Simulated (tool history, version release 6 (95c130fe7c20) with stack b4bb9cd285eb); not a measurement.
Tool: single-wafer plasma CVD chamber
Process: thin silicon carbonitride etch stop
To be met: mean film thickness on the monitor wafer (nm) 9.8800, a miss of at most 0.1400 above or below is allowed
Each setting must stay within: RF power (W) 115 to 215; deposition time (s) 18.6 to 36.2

| run | hour | RF power (W) | deposition time (s) | mean film thickness on the monitor wafer (nm) |
|---|---|---|---|---|
| 1 | 0.0 | 165 | 27.4 | 14.4590 |
| 2 | 7.9 | 150 | 24.8 | 12.8220 |
| 3 | 11.0 | 150 | 23.2 | 12.0060 |
| 4 | 14.7 | 150 | 25.3 | 13.0820 |
| 5 | 15.3 | 150 | 22.6 | 11.6340 |
| 6 | 23.3 | 165 | 22.6 | 11.9370 |
| 7 | 23.9 | 155 | 21.5 | 11.1620 |
| 8 | 29.0 | 145 | 20.9 | 10.6930 |
| 9 | 33.8 | 145 | 20.9 | 10.6810 |
| 10 | 38.7 | 140 | 20.6 | 10.4860 |

Which single option among these 5 for the next run brings every result within its allowed miss of target? Just one does.
| A | 43.6 | 145 | 18.8 | ? |
| B | 43.6 | 150 | 19.6 | ? |
| C | 43.6 | 115 | 19.5 | ? |
| D | 43.6 | 160 | 18.9 | ? |
| E | 43.6 | 145 | 22.6 | ? |

| move | mean film thickness on the monitor wafer (nm) |
|---|---|
| A | 9.6295 |
| B | 10.1220 |
| C | 9.4551 |
| D | 9.9165 |
| E | 11.5760 |
A: carries the result that was furthest off beyond its target, to the other side
B: nearer the targets than the last run, but a result is still out of spec
C: carries the result that was furthest off beyond its target, to the other side
D: in spec on every target
E: moves away from the targets compared with the last run
Move D is the one to make.
